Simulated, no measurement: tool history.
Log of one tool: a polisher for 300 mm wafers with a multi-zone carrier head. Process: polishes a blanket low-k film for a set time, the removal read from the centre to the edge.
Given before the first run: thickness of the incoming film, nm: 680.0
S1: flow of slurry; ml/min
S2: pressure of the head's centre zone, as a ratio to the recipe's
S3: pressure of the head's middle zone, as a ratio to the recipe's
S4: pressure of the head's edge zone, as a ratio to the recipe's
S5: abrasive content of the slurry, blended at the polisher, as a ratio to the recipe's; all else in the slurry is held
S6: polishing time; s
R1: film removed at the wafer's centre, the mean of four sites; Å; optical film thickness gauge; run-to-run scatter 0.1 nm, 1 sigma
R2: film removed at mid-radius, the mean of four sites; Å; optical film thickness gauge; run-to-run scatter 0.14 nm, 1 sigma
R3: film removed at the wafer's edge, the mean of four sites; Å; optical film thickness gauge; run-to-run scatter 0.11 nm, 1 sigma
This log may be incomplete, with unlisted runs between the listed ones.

Run 1, hour 0.0: S1 305 ml/min, S2 1.00, S3 1.00, S4 1.00, S5 1.00, S6 40 s. Result: R1 107.22 Å, R2 107.05 Å, R3 104.25 Å.
Run 2, hour 3.3: S1 305 ml/min, S2 1.00, S3 1.00, S4 1.00, S5 1.00, S6 49 s. Result: R1 129.28 Å, R2 132.66 Å, R3 129.19 Å.
Run 3, hour 8.9: S1 305 ml/min, S2 1.00, S3 1.00, S4 0.96, S5 1.00, S6 49 s. Result: R1 129.97 Å, R2 134.46 Å, R3 127.27 Å.
Run 4, hour 15.5: S1 305 ml/min, S2 1.01, S3 0.97, S4 0.95, S5 0.95, S6 49 s. Result: R1 128.98 Å, R2 125.90 Å, R3 121.96 Å.
Run 5, hour 19.0: S1 305 ml/min, S2 1.01, S3 0.97, S4 1.03, S5 0.95, S6 49 s. Result: R1 131.46 Å, R2 124.36 Å, R3 127.35 Å.
Run 6, hour 21.2: S1 305 ml/min, S2 1.01, S3 0.89, S4 1.03, S5 0.95, S6 49 s. Result: R1 128.04 Å, R2 115.08 Å, R3 126.42 Å.
Run 7, hour 22.6: S1 305 ml/min, S2 1.02, S3 0.88, S4 1.01, S5 0.95, S6 49 s. Result: R1 130.09 Å, R2 114.92 Å, R3 124.32 Å.
Run 8, hour 30.5: S1 305 ml/min, S2 1.03, S3 0.87, S4 1.00, S5 0.95, S6 49 s. Result: R1 132.32 Å, R2 115.76 Å, R3 124.14 Å.

Run 9 comes next. What will it give?
Run 9, hour 37.7: S1 300 ml/min, S2 1.03, S3 0.86, S4 0.99, S5 0.95, S6 49 s. Result: R1 ?, R2 ?, R3 ?.

R1: 132.23 Å
R2: 113.19 Å
R3: 123.47 Å
